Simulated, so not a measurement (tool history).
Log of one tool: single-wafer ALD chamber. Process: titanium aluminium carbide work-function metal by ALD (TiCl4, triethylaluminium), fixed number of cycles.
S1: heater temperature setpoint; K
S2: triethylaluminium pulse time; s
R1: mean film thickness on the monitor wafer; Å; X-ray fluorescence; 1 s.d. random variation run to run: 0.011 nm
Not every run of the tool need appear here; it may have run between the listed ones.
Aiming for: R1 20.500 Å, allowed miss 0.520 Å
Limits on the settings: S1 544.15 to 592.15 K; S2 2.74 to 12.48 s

run 1 hour=0.0 | S1=568.15 S2=7.61 | R1=18.063
run 2 hour=3.1 | S1=562.15 S2=7.61 | R1=17.586
run 3 hour=6.7 | S1=562.15 S2=6.74 | R1=17.054
run 4 hour=15.3 | S1=565.15 S2=7.20 | R1=17.364
run 5 hour=18.5 | S1=561.15 S2=7.20 | R1=17.006
run 6 hour=25.3 | S1=555.15 S2=7.20 | R1=16.445
run 7 hour=30.8 | S1=560.15 S2=7.50 | R1=17.152
run 8 hour=39.6 | S1=564.15 S2=7.77 | R1=17.777
run 9 hour=42.5 | S1=567.15 S2=7.96 | R1=18.128
run 10 hour=50.4 | S1=570.15 S2=8.15 | R1=18.320
run 11 hour=56.6 | S1=572.15 S2=8.44 | R1=18.936
run 12 hour=60.2 | S1=574.15 S2=8.57 | R1=19.104
run 13 hour=63.5 | S1=576.15 S2=8.70 | R1=19.432
run 14 hour=68.0 | S1=577.15 S2=8.79 | R1=19.482
run 15 hour=69.9 | S1=578.15 S2=8.89 | R1=19.700
run 16 hour=76.5 | S1=579.15 S2=8.96 | R1=19.753
run 17 hour=83.9 | S1=580.15 S2=9.04 | R1=19.609
run 18 hour=86.7 | S1=581.15 S2=9.18 | R1=19.829

4 next moves are on the table. One of them brings every result within its allowed miss. Which?
run A hour=89.5 | S1=581.15 S2=11.32 | R1=?
run B hour=89.5 | S1=574.15 S2=7.00 | R1=?
run C hour=89.5 | S1=577.15 S2=9.00 | R1=?
run D hour=89.5 | S1=583.15 S2=7.29 | R1=?

move=A R1=20.354
move=B R1=18.137
move=C R1=19.454
move=D R1=19.159
A: every result within its allowed miss
B: moves away from the targets compared with the last run
C: moves away from the targets compared with the last run
D: moves away from the targets compared with the last run
The right move is A.
